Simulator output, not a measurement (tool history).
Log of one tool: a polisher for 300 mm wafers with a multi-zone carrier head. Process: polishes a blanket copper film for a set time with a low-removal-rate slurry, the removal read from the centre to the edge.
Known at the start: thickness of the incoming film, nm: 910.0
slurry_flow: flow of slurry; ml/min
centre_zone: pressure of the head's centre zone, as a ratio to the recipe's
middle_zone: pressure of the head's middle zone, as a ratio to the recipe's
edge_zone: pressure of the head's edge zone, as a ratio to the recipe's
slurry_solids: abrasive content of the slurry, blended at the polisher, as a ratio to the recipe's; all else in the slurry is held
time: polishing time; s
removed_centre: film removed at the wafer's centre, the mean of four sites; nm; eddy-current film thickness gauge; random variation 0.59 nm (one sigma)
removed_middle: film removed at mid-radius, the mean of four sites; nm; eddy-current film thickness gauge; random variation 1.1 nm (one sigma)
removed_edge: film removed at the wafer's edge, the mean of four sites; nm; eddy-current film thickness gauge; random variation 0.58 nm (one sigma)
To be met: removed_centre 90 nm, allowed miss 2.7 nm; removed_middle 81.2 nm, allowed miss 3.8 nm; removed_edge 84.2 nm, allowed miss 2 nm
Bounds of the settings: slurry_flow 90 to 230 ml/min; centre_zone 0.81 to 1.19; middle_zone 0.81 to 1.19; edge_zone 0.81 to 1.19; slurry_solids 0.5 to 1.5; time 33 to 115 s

{"run": 1, "hour": 0.0, "slurry_flow": 150, "centre_zone": 1, "middle_zone": 1, "edge_zone": 1, "slurry_solids": 1, "time": 73, "removed_centre": 96.51, "removed_middle": 96.102, "removed_edge": 99.135}
{"run": 2, "hour": 5.4, "slurry_flow": 140, "centre_zone": 1.01, "middle_zone": 0.98, "edge_zone": 0.95, "slurry_solids": 0.95, "time": 73, "removed_centre": 96.931, "removed_middle": 93.573, "removed_edge": 94.13}
{"run": 3, "hour": 11.9, "slurry_flow": 130, "centre_zone": 1, "middle_zone": 0.95, "edge_zone": 0.93, "slurry_solids": 0.9, "time": 73, "removed_centre": 92.118, "removed_middle": 89.173, "removed_edge": 90.242}
{"run": 4, "hour": 18.0, "slurry_flow": 130, "centre_zone": 1, "middle_zone": 0.95, "edge_zone": 0.93, "slurry_solids": 0.9, "time": 55, "removed_centre": 69.029, "removed_middle": 67.755, "removed_edge": 67.787}
{"run": 5, "hour": 25.1, "slurry_flow": 150, "centre_zone": 1.03, "middle_zone": 0.98, "edge_zone": 0.97, "slurry_solids": 0.95, "time": 55, "removed_centre": 74.586, "removed_middle": 70.474, "removed_edge": 72.459}
{"run": 6, "hour": 32.9, "slurry_flow": 150, "centre_zone": 1.03, "middle_zone": 0.98, "edge_zone": 0.97, "slurry_solids": 0.95, "time": 70, "removed_centre": 94.529, "removed_middle": 88.177, "removed_edge": 92.505}
{"hour": 38.5, "done": "worn pad replaced by a new one"}
{"run": 7, "hour": 38.5, "slurry_flow": 140, "centre_zone": 1.03, "middle_zone": 0.96, "edge_zone": 0.95, "slurry_solids": 0.95, "time": 70, "removed_centre": 106.34, "removed_middle": 100.05, "removed_edge": 102.1}
{"run": 8, "hour": 42.5, "slurry_flow": 165, "centre_zone": 1.02, "middle_zone": 0.96, "edge_zone": 0.93, "slurry_solids": 0.95, "time": 70, "removed_centre": 111.04, "removed_middle": 102.28, "removed_edge": 103.07}
{"run": 9, "hour": 46.1, "slurry_flow": 150, "centre_zone": 1.04, "middle_zone": 0.97, "edge_zone": 0.94, "slurry_solids": 0.9, "time": 70, "removed_centre": 107.74, "removed_middle": 102.08, "removed_edge": 100.7}
{"run": 10, "hour": 53.6, "slurry_flow": 135, "centre_zone": 1.04, "middle_zone": 0.95, "edge_zone": 0.93, "slurry_solids": 0.95, "time": 68, "removed_centre": 102.91, "removed_middle": 95.072, "removed_edge": 98.227}

4 next moves are on the table. One of them brings every result within its allowed miss. Which?
{"run": "A", "hour": 61.1, "slurry_flow": 150, "centre_zone": 1.17, "middle_zone": 0.81, "edge_zone": 0.99, "slurry_solids": 1.25, "time": 67, "removed_centre": "?", "removed_middle": "?", "removed_edge": "?"}
{"run": "B", "hour": 61.1, "slurry_flow": 135, "centre_zone": 0.98, "middle_zone": 1.11, "edge_zone": 0.85, "slurry_solids": 1, "time": 65, "removed_centre": "?", "removed_middle": "?", "removed_edge": "?"}
{"run": "C", "hour": 61.1, "slurry_flow": 105, "centre_zone": 1.09, "middle_zone": 0.97, "edge_zone": 0.93, "slurry_solids": 0.9, "time": 62, "removed_centre": "?", "removed_middle": "?", "removed_edge": "?"}
{"run": "D", "hour": 61.1, "slurry_flow": 120, "centre_zone": 0.92, "middle_zone": 0.83, "edge_zone": 1.11, "slurry_solids": 1.2, "time": 68, "removed_centre": "?", "removed_middle": "?", "removed_edge": "?"}

move=A removed_centre=125.39 removed_middle=90.423 removed_edge=109.35
move=B removed_centre=94.33 removed_middle=106.05 removed_edge=91.9
move=C removed_centre=90.842 removed_middle=82.569 removed_edge=85.428
move=D removed_centre=93.559 removed_middle=88.347 removed_edge=112.27
A: further off than the last run
B: nearer than the last run, and not there yet
C: meets every target
D: further off than the last run
Move C is the one to make.
